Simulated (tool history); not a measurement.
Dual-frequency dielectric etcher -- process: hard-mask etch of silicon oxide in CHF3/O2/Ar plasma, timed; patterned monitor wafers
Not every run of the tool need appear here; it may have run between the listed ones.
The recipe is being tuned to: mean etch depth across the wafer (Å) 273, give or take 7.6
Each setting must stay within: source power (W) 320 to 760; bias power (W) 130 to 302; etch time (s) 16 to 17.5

run  hour  source power (W)  bias power (W)  etch time (s)  mean etch depth across the wafer (Å)
  1     0               540             216           17.5                                321.52
  2   4.5               510             211           17.5                                310.62
  3   8.2               580             211           17.5                                 330.7
  4  10.6               550             208           17.5                                322.04
  5  16.2               460             208           17.5                                291.12
     23.7  -- bias power generator calibrated
  6  23.7               460             208             16                                260.52
  7  25.3               520             216             16                                284.49
  8  28.5               520             216             16                                281.54

Below are 5 possible settings for the next run. Only one of them brings all results inside the allowed miss of their targets. Which is it?
  A  31.7               550             215             16                                     ?
  B  31.7               550             209           16.5                                     ?
  C  31.7               490             212             16                                     ?
  D  31.7               500             243             16                                     ?
  E  31.7               510             215           16.5                                     ?

move  mean etch depth across the wafer (Å)
   A                                292.06
   B                                297.48
   C                                273.54
   D                                293.55
   E                                289.81
A: moves away from the targets compared with the last run
B: moves away from the targets compared with the last run
C: in spec on every target
D: moves away from the targets compared with the last run
E: moves away from the targets compared with the last run
C meets every target.
